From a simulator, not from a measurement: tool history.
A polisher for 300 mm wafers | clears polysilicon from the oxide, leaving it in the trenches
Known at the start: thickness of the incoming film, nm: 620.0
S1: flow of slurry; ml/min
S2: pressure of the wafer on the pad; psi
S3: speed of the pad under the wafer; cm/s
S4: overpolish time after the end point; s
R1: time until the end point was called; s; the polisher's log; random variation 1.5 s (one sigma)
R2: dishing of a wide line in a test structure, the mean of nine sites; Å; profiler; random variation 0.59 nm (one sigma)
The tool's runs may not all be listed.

{"run": 1, "hour": 0.0, "S1": 220, "S2": 2.4, "S3": 76, "S4": 13, "R1": 77.276, "R2": 346.99}
{"run": 2, "hour": 3.4, "S1": 240, "S2": 2.4, "S3": 76, "S4": 13, "R1": 75.999, "R2": 367.99}
{"run": 3, "hour": 9.9, "S1": 240, "S2": 2.4, "S3": 88, "S4": 13, "R1": 65.908, "R2": 364.39}
{"run": 4, "hour": 13.5, "S1": 220, "S2": 2.4, "S3": 88, "S4": 13, "R1": 66.492, "R2": 367.1}
{"hour": 18.8, "done": "worn pad replaced by a new one"}
{"run": 5, "hour": 18.8, "S1": 220, "S2": 2.1, "S3": 88, "S4": 13, "R1": 70.223, "R2": 357.95}
{"run": 6, "hour": 25.5, "S1": 220, "S2": 2.1, "S3": 88, "S4": 17, "R1": 68.654, "R2": 365.77}
{"run": 7, "hour": 33.2, "S1": 220, "S2": 1.9, "S3": 82, "S4": 17, "R1": 80.698, "R2": 360.11}
{"run": 8, "hour": 38.1, "S1": 215, "S2": 1.8, "S3": 78, "S4": 16, "R1": 89.6, "R2": 354.52}
{"run": 9, "hour": 44.2, "S1": 210, "S2": 1.7, "S3": 76, "S4": 15, "R1": 96.473, "R2": 350.78}
{"run": 10, "hour": 48.4, "S1": 200, "S2": 1.6, "S3": 74, "S4": 14, "R1": 106.86, "R2": 333.07}
{"run": 11, "hour": 51.8, "S1": 175, "S2": 1.1, "S3": 74, "S4": 15, "R1": 154.29, "R2": 293.69}
{"run": 12, "hour": 58.4, "S1": 180, "S2": 1.1, "S3": 74, "S4": 15, "R1": 156.28, "R2": 289.9}
{"run": 13, "hour": 64.7, "S1": 180, "S2": 1.1, "S3": 74, "S4": 15, "R1": 154.26, "R2": 298.86}
{"run": 14, "hour": 66.7, "S1": 180, "S2": 1.1, "S3": 74, "S4": 15, "R1": 154.32, "R2": 294.95}
{"run": 15, "hour": 68.5, "S1": 185, "S2": 1.1, "S3": 74, "S4": 15, "R1": 154.62, "R2": 287.31}
{"run": 16, "hour": 74.2, "S1": 185, "S2": 1.1, "S3": 74, "S4": 16, "R1": 151.79, "R2": 306.56}
{"run": 17, "hour": 82.8, "S1": 185, "S2": 1.1, "S3": 74, "S4": 16, "R1": 156.71, "R2": 306.76}
{"run": 18, "hour": 90.5, "S1": 190, "S2": 1.1, "S3": 74, "S4": 16, "R1": 155.3, "R2": 305.74}

Forecast run 19:
{"run": 19, "hour": 92.0, "S1": 200, "S2": 1.4, "S3": 74, "S4": 18, "R1": "?", "R2": "?"}

{"run 19": {"R1": 124.69, "R2": 342.84}}

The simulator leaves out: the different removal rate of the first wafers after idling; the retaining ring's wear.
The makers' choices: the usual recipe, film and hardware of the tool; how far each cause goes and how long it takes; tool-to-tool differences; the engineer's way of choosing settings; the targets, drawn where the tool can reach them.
